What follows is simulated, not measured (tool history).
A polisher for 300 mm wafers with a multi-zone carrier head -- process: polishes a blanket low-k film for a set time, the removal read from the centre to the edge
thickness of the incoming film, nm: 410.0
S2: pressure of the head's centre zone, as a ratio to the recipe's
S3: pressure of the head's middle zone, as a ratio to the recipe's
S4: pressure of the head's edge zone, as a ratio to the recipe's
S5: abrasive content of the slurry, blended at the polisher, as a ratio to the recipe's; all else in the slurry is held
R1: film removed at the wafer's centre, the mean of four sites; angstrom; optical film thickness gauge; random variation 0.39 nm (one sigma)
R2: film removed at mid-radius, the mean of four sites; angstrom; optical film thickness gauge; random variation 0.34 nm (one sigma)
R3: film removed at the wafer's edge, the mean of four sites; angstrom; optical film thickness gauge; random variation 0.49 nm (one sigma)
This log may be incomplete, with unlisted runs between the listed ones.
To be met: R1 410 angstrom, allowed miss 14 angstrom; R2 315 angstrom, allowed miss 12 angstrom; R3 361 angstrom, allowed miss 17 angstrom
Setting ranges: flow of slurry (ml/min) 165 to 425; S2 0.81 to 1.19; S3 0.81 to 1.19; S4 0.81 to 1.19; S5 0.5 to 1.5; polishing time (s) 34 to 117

{"run": 1, "hour": 0.0, "flow of slurry (ml/min)": 275, "S2": 1, "S3": 1, "S4": 1, "S5": 1, "polishing time (s)": 75, "R1": 268.7, "R2": 256.2, "R3": 266.33}
{"run": 2, "hour": 4.0, "flow of slurry (ml/min)": 280, "S2": 1.05, "S3": 0.99, "S4": 1.03, "S5": 1.1, "polishing time (s)": 75, "R1": 294.04, "R2": 268.16, "R3": 280.12}
{"run": 3, "hour": 5.2, "flow of slurry (ml/min)": 285, "S2": 1.08, "S3": 0.96, "S4": 1.06, "S5": 1.2, "polishing time (s)": 76, "R1": 317.76, "R2": 272.72, "R3": 308.88}
{"run": 4, "hour": 8.2, "flow of slurry (ml/min)": 295, "S2": 1.11, "S3": 0.96, "S4": 1.06, "S5": 1.25, "polishing time (s)": 76, "R1": 333.06, "R2": 274.76, "R3": 302.69}
{"run": 5, "hour": 13.5, "flow of slurry (ml/min)": 295, "S2": 1.11, "S3": 0.96, "S4": 1.06, "S5": 1.15, "polishing time (s)": 76, "R1": 323, "R2": 267.71, "R3": 297.06}
{"run": 6, "hour": 19.5, "flow of slurry (ml/min)": 295, "S2": 1.11, "S3": 1.03, "S4": 1.06, "S5": 1.15, "polishing time (s)": 76, "R1": 323.15, "R2": 285.06, "R3": 299.25}
{"run": 7, "hour": 23.8, "flow of slurry (ml/min)": 300, "S2": 1.13, "S3": 1.01, "S4": 1.07, "S5": 1.25, "polishing time (s)": 76, "R1": 336.97, "R2": 293.38, "R3": 307.57}
{"run": 8, "hour": 25.1, "flow of slurry (ml/min)": 300, "S2": 1.15, "S3": 0.99, "S4": 1.08, "S5": 1.3, "polishing time (s)": 77, "R1": 355.47, "R2": 297.57, "R3": 318.38}
{"run": 9, "hour": 33.5, "flow of slurry (ml/min)": 305, "S2": 1.16, "S3": 0.97, "S4": 1.09, "S5": 1.35, "polishing time (s)": 78, "R1": 372.74, "R2": 294.38, "R3": 327.42}
{"run": 10, "hour": 41.6, "flow of slurry (ml/min)": 305, "S2": 1.17, "S3": 0.97, "S4": 1.1, "S5": 1.4, "polishing time (s)": 78, "R1": 380.74, "R2": 303.99, "R3": 321.58}
{"run": 11, "hour": 49.6, "flow of slurry (ml/min)": 305, "S2": 1.16, "S3": 0.95, "S4": 1.12, "S5": 1.4, "polishing time (s)": 80, "R1": 388.43, "R2": 301.38, "R3": 339.57}
{"run": 12, "hour": 54.5, "flow of slurry (ml/min)": 305, "S2": 1.16, "S3": 0.95, "S4": 1.13, "S5": 1.45, "polishing time (s)": 80, "R1": 389.96, "R2": 304.22, "R3": 349.41}
{"run": 13, "hour": 60.4, "flow of slurry (ml/min)": 310, "S2": 1.17, "S3": 0.95, "S4": 1.14, "S5": 1.45, "polishing time (s)": 80, "R1": 403.61, "R2": 305.34, "R3": 353.78}
{"run": 14, "hour": 63.6, "flow of slurry (ml/min)": 315, "S2": 1.17, "S3": 0.96, "S4": 1.14, "S5": 1.45, "polishing time (s)": 80, "R1": 390, "R2": 306.72, "R3": 349.78}

Next run, 4 choices. One meets every target within its allowed miss, the rest don't. Which?
{"run": "A", "hour": 66.8, "flow of slurry (ml/min)": 320, "S2": 1.16, "S3": 1, "S4": 1.08, "S5": 1.4, "polishing time (s)": 76, "R1": "?", "R2": "?", "R3": "?"}
{"run": "B", "hour": 66.8, "flow of slurry (ml/min)": 275, "S2": 1.14, "S3": 0.9, "S4": 1.05, "S5": 1.45, "polishing time (s)": 86, "R1": "?", "R2": "?", "R3": "?"}
{"run": "C", "hour": 66.8, "flow of slurry (ml/min)": 380, "S2": 1.06, "S3": 0.88, "S4": 1.19, "S5": 1.4, "polishing time (s)": 84, "R1": "?", "R2": "?", "R3": "?"}
{"run": "D", "hour": 66.8, "flow of slurry (ml/min)": 335, "S2": 1.19, "S3": 1.05, "S4": 1.07, "S5": 1.5, "polishing time (s)": 74, "R1": "?", "R2": "?", "R3": "?"}

move=A R1=372.05 R2=298.54 R3=322.19
move=B R1=411.19 R2=308.23 R3=360.05
move=C R1=381.58 R2=301.19 R3=379.32
move=D R1=382.85 R2=311.75 R3=320.83
A: moves away from the targets compared with the last run
B: all results in spec
C: moves away from the targets compared with the last run
D: moves away from the targets compared with the last run
The right move is B.
